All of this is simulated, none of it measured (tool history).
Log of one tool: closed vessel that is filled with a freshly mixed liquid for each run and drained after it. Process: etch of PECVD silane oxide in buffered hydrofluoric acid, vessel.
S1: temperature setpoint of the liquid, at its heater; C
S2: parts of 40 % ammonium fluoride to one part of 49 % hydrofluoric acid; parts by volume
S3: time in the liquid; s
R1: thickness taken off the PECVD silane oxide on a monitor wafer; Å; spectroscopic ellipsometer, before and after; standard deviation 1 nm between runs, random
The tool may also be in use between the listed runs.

{"run": 1, "hour": 0.0, "S1": 23.0, "S2": 17.5, "S3": 85, "R1": 868.79}
{"run": 2, "hour": 4.8, "S1": 23.5, "S2": 17.5, "S3": 85, "R1": 895.26}
{"run": 3, "hour": 9.2, "S1": 24.0, "S2": 17.5, "S3": 85, "R1": 911.93}
{"run": 4, "hour": 11.6, "S1": 24.5, "S2": 17.5, "S3": 85, "R1": 935.32}
{"run": 5, "hour": 14.6, "S1": 25.0, "S2": 17.5, "S3": 85, "R1": 958.2}
{"run": 6, "hour": 19.0, "S1": 25.5, "S2": 17.5, "S3": 85, "R1": 999.88}
{"run": 7, "hour": 20.5, "S1": 26.0, "S2": 17.5, "S3": 85, "R1": 1029.4}

What does the tool deliver on the next run?
{"run": 8, "hour": 21.6, "S1": 26.5, "S2": 17.5, "S3": 85, "R1": "?"}

Run 8 measured R1 1053.10 Å.
